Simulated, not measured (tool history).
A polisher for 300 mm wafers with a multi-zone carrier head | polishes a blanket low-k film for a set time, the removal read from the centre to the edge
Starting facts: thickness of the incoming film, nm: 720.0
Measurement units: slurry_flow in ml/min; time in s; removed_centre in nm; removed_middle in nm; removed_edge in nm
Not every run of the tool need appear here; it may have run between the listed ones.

run	hour	slurry_flow	centre_zone	middle_zone	edge_zone	slurry_solids	time	removed_centre	removed_middle	removed_edge
1	0	230	1	1	1	1	59	18.684	18.264	18.854
2	4.9	230	1	1	1	1	67	21.237	20.998	21.195
3	9.2	230	1	1	1	1	78	24.496	24.04	24.351
4	10.5	235	0.99	0.98	1.05	1	78	24.768	24.301	24.781
5	18.1	220	0.96	0.93	1.07	1.1	78	24.72	23.242	26.586
6	24.8	220	0.96	0.93	0.99	1.1	78	25.213	23.972	25.759
7	29.4	215	0.95	0.92	1.01	1.15	78	24.925	22.94	26.058
8	30.4	215	0.94	0.93	1.03	1.15	78	24.615	23.502	26.621

Run 9 comes next. What will it give?
9	37.1	215	0.94	0.93	1.04	1.15	78	?	?	?

{"run 9": {"removed_centre": 24.678, "removed_middle": 23.774, "removed_edge": 26.722}}
